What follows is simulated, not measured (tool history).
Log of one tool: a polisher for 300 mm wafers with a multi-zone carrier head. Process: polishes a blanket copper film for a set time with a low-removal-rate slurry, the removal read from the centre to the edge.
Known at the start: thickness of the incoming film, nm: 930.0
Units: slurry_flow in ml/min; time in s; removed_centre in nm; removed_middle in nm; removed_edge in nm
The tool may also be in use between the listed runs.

run	hour	slurry_flow	centre_zone	middle_zone	edge_zone	slurry_solids	time	removed_centre	removed_middle	removed_edge
1	0.0	245	1.00	1.00	1.00	1.00	57	98.039	99.089	98.031
2	8.2	245	1.02	0.98	1.03	1.10	59	104.130	100.840	102.420
3	9.6	245	1.02	0.98	1.03	1.10	66	116.520	112.450	116.050
4	14.1	245	1.02	0.98	1.11	1.10	66	117.710	115.530	116.510
5	20.6	245	1.06	0.98	1.11	1.10	66	122.480	112.650	122.670
6	22.8	245	1.06	0.98	1.11	1.10	76	136.840	131.550	138.210
7	27.1	245	1.06	0.96	1.10	1.05	76	139.800	128.860	137.490

The next listed run, before its measurement:
8	35.1	235	1.05	0.94	1.11	1.05	75	?	?	?

{"run 8": {"removed_centre": 131.39, "removed_middle": 122.99, "removed_edge": 132.55}}
